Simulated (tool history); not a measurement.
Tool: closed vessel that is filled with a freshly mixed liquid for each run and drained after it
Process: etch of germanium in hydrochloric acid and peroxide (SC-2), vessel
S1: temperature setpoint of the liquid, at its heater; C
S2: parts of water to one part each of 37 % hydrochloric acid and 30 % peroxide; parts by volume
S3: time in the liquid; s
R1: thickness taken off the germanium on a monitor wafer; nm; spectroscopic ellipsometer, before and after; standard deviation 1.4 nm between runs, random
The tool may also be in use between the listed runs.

run 1 hour=0.0 | S1=47.0 S2=9.5 S3=105 | R1=232.60
run 2 hour=7.3 | S1=50.0 S2=9.5 S3=105 | R1=258.24
run 3 hour=12.3 | S1=50.0 S2=8.0 S3=105 | R1=263.97
run 4 hour=18.2 | S1=46.0 S2=8.0 S3=105 | R1=227.20
run 5 hour=21.3 | S1=46.0 S2=5.0 S3=105 | R1=234.52
run 6 hour=22.7 | S1=46.0 S2=5.0 S3=115 | R1=251.62
run 7 hour=23.7 | S1=43.0 S2=5.0 S3=115 | R1=232.01
run 8 hour=24.3 | S1=40.5 S2=5.0 S3=115 | R1=213.43
run 9 hour=31.2 | S1=39.0 S2=5.0 S3=115 | R1=202.41
run 10 hour=37.6 | S1=38.0 S2=5.0 S3=115 | R1=196.90

Forecast run 11:
run 11 hour=40.6 | S1=37.0 S2=5.0 S3=115 | R1=?

{"run 11": {"R1": 188.43}}
